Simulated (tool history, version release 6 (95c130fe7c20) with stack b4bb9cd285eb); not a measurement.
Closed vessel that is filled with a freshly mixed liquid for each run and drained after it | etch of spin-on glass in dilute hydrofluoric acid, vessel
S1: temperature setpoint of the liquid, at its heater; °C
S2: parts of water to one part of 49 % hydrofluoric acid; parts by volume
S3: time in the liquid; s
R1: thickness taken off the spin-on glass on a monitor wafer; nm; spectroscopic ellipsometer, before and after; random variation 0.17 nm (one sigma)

run  hour    S1   S2  S3       R1
  1   0.0  23.0  230  85  10.2940
  2   2.1  24.0  220  85  11.2030
  3   8.3  24.0  300  85   7.6542
  4  12.4  21.5  300  85   7.1611
  5  20.6  21.5  350  85   5.6912
  6  29.5  22.5  320  85   6.8200

The next listed run, before its measurement:
  7  30.6  22.5  320  85   ?

{"run 7": {"R1": 6.6948}}
